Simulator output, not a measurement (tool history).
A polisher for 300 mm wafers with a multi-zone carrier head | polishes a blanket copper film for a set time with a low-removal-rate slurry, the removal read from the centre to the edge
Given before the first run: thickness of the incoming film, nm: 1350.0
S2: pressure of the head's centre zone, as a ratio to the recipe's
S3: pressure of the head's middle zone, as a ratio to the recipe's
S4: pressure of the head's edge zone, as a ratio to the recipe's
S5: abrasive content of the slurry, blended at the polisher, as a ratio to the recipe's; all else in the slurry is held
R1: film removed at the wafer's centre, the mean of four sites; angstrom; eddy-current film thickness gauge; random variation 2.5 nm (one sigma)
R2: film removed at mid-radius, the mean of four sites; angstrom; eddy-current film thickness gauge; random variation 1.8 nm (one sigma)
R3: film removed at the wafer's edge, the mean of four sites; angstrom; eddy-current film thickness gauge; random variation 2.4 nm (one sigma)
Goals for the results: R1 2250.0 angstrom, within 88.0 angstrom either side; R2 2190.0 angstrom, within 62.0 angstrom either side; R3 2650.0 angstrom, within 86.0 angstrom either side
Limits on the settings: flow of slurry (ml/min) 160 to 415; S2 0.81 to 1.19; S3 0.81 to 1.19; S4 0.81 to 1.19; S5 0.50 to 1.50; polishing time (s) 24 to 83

run 1 hour=0.0 | flow_of_slurry_(ml/min)=265 S2=1.00 S3=1.00 S4=1.00 S5=1.00 polishing_time_(s)=53 | R1=1576.9 R2=1600.5 R3=1626.5
run 2 hour=1.9 | flow_of_slurry_(ml/min)=265 S2=1.00 S3=0.95 S4=1.00 S5=1.00 polishing_time_(s)=53 | R1=1566.6 R2=1554.4 R3=1653.5
run 3 hour=2.8 | flow_of_slurry_(ml/min)=270 S2=1.00 S3=0.94 S4=1.03 S5=1.10 polishing_time_(s)=56 | R1=1717.2 R2=1638.4 R3=1789.8
run 4 hour=10.2 | flow_of_slurry_(ml/min)=270 S2=1.00 S3=0.94 S4=1.03 S5=1.10 polishing_time_(s)=43 | R1=1306.9 R2=1276.2 R3=1397.8
run 5 hour=15.3 | flow_of_slurry_(ml/min)=270 S2=0.98 S3=0.93 S4=1.06 S5=1.15 polishing_time_(s)=49 | R1=1503.3 R2=1426.6 R3=1616.1
run 6 hour=19.6 | flow_of_slurry_(ml/min)=270 S2=0.95 S3=0.93 S4=1.08 S5=1.20 polishing_time_(s)=53 | R1=1610.8 R2=1588.2 R3=1793.8
run 7 hour=25.6 | flow_of_slurry_(ml/min)=270 S2=0.94 S3=0.92 S4=1.10 S5=1.25 polishing_time_(s)=56 | R1=1681.1 R2=1690.5 R3=1906.3
run 8 hour=34.2 | flow_of_slurry_(ml/min)=275 S2=0.94 S3=0.91 S4=1.12 S5=1.30 polishing_time_(s)=59 | R1=1794.1 R2=1763.4 R3=2045.0
run 9 hour=42.4 | flow_of_slurry_(ml/min)=275 S2=0.94 S3=0.91 S4=1.13 S5=1.35 polishing_time_(s)=61 | R1=1839.9 R2=1861.5 R3=2168.0
run 10 hour=45.4 | flow_of_slurry_(ml/min)=280 S2=0.95 S3=0.91 S4=1.14 S5=1.40 polishing_time_(s)=63 | R1=1940.2 R2=1945.3 R3=2252.1
run 11 hour=46.8 | flow_of_slurry_(ml/min)=280 S2=0.95 S3=0.90 S4=1.15 S5=1.40 polishing_time_(s)=65 | R1=2059.5 R2=1995.1 R3=2315.5
run 12 hour=55.8 | flow_of_slurry_(ml/min)=280 S2=0.94 S3=0.89 S4=1.16 S5=1.40 polishing_time_(s)=66 | R1=2033.3 R2=2019.0 R3=2358.9
run 13 hour=61.0 | flow_of_slurry_(ml/min)=280 S2=0.94 S3=0.88 S4=1.17 S5=1.40 polishing_time_(s)=67 | R1=2077.7 R2=1964.4 R3=2431.2

Below are 5 possible settings for the next run. Only one of them brings all results inside the allowed miss of their targets. Which is it?
run A hour=66.2 | flow_of_slurry_(ml/min)=310 S2=0.89 S3=0.89 S4=1.18 S5=1.45 polishing_time_(s)=67 | R1=? R2=? R3=?
run B hour=66.2 | flow_of_slurry_(ml/min)=215 S2=0.83 S3=0.82 S4=1.11 S5=1.50 polishing_time_(s)=72 | R1=? R2=? R3=?
run C hour=66.2 | flow_of_slurry_(ml/min)=315 S2=0.91 S3=0.92 S4=1.12 S5=1.50 polishing_time_(s)=73 | R1=? R2=? R3=?
run D hour=66.2 | flow_of_slurry_(ml/min)=285 S2=0.88 S3=0.94 S4=1.19 S5=1.50 polishing_time_(s)=71 | R1=? R2=? R3=?
run E hour=66.2 | flow_of_slurry_(ml/min)=205 S2=0.94 S3=0.88 S4=1.16 S5=1.45 polishing_time_(s)=75 | R1=? R2=? R3=?

move=A R1=1981.5 R2=2103.5 R3=2477.4
move=B R1=1912.7 R2=2048.0 R3=2526.3
move=C R1=2230.8 R2=2379.4 R3=2651.7
move=D R1=2075.7 R2=2333.9 R3=2641.4
move=E R1=2225.0 R2=2226.1 R3=2654.4
A: nearer than the last run, and not there yet
B: further off than the last run
C: pushes the last run's worst result past its target
D: pushes the last run's worst result past its target
E: each result inside its tolerance
The move that meets every target is E.
